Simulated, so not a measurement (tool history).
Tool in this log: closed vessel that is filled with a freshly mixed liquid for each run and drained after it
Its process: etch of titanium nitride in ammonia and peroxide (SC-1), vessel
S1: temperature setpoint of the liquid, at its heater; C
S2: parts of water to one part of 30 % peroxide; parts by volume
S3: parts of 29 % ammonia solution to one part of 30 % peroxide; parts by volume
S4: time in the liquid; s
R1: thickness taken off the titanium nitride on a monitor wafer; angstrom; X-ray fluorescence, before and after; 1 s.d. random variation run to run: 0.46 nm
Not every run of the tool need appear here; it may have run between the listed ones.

| run | hour | S1 | S2 | S3 | S4 | R1 |
|---|---|---|---|---|---|---|
| 1 | 0 | 48 | 24.5 | 0.85 | 2135 | 1092.6 |
| 2 | 3.6 | 46.5 | 24.5 | 0.85 | 2135 | 968.17 |
| 3 | 5.3 | 46.5 | 17.5 | 0.85 | 2135 | 1185.5 |
| 4 | 6.8 | 45 | 17.5 | 0.85 | 2135 | 1063.4 |
| 5 | 8.3 | 39.5 | 17.5 | 0.85 | 2135 | 716.53 |
|  | 16.9 | thermometer replaced |
| 6 | 16.9 | 42.5 | 17.5 | 0.85 | 2135 | 746.96 |
| 7 | 20.2 | 42 | 17.5 | 0.85 | 2135 | 721.34 |

Run 8 is up next; what results do you expect?
| 8 | 20.8 | 42 | 17.5 | 0.85 | 2135 | ? |

For run 8 the tool returned R1 720.3 angstrom.
